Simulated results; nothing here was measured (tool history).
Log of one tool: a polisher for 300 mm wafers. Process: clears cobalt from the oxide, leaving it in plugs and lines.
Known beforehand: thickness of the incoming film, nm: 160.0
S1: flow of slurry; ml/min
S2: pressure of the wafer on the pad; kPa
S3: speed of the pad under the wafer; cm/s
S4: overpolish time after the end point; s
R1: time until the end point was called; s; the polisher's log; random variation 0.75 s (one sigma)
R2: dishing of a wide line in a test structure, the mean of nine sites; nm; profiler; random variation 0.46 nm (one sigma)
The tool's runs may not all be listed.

run 1 hour=0.0 | S1=305 S2=8.3 S3=110 S4=28 | R1=45.955 R2=46.943
run 2 hour=7.7 | S1=300 S2=8.3 S3=110 S4=22 | R1=45.841 R2=41.964
run 3 hour=13.5 | S1=300 S2=9.0 S3=110 S4=22 | R1=43.540 R2=43.139
run 4 hour=15.6 | S1=340 S2=9.0 S3=110 S4=22 | R1=42.654 R2=44.138
run 5 hour=18.6 | S1=340 S2=8.3 S3=110 S4=22 | R1=45.755 R2=41.480
run 6 hour=19.9 | S1=305 S2=8.3 S3=110 S4=22 | R1=47.173 R2=41.050
run 7 hour=23.6 | S1=270 S2=7.6 S3=128 S4=18 | R1=43.951 R2=37.925
run 8 hour=29.3 | S1=245 S2=6.9 S3=140 S4=15 | R1=45.405 R2=33.350
-- hour=34.2 worn pad replaced by a new one
run 9 hour=34.2 | S1=225 S2=6.9 S3=148 S4=13 | R1=40.643 R2=32.465

The next listed run, before its measurement:
run 10 hour=35.3 | S1=215 S2=6.2 S3=154 S4=12 | R1=? R2=?

R1: 43.366 s
R2: 30.699 nm
